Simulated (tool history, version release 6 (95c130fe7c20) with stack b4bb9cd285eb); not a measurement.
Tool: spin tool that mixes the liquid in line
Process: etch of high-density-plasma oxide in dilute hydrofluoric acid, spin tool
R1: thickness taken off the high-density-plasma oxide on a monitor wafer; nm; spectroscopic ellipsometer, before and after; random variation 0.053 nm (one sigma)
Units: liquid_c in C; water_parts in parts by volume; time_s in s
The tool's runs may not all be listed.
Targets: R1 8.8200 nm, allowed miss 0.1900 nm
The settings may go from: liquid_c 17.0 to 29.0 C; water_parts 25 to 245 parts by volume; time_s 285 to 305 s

run 1 hour=0.0 | liquid_c=21.0 water_parts=135 time_s=285 | R1=12.4620
run 2 hour=8.4 | liquid_c=24.0 water_parts=135 time_s=285 | R1=14.1210
run 3 hour=10.9 | liquid_c=23.0 water_parts=140 time_s=285 | R1=12.9230
run 4 hour=17.9 | liquid_c=24.5 water_parts=140 time_s=285 | R1=13.9090
run 5 hour=22.6 | liquid_c=23.5 water_parts=140 time_s=285 | R1=13.2990
run 6 hour=30.0 | liquid_c=23.5 water_parts=140 time_s=305 | R1=14.1820
-- hour=32.5 hydrofluoric acid flow meter replaced
run 7 hour=32.5 | liquid_c=23.0 water_parts=145 time_s=305 | R1=12.1670
run 8 hour=38.1 | liquid_c=22.5 water_parts=145 time_s=305 | R1=11.9330
run 9 hour=42.9 | liquid_c=18.5 water_parts=160 time_s=305 | R1=9.0706

Which of these 5 next moves meets every target?
run A hour=47.7 | liquid_c=21.5 water_parts=180 time_s=285 | R1=?
run B hour=47.7 | liquid_c=19.5 water_parts=180 time_s=305 | R1=?
run C hour=47.7 | liquid_c=18.5 water_parts=165 time_s=290 | R1=?
run D hour=47.7 | liquid_c=17.0 water_parts=155 time_s=290 | R1=?
run E hour=47.7 | liquid_c=18.5 water_parts=155 time_s=285 | R1=?

move=A R1=8.2541
move=B R1=8.1726
move=C R1=8.2693
move=D R1=8.3656
move=E R1=8.7373
A: takes the result that was furthest off past its target
B: takes the result that was furthest off past its target
C: takes the result that was furthest off past its target
D: takes the result that was furthest off past its target
E: meets every target
Answer: E
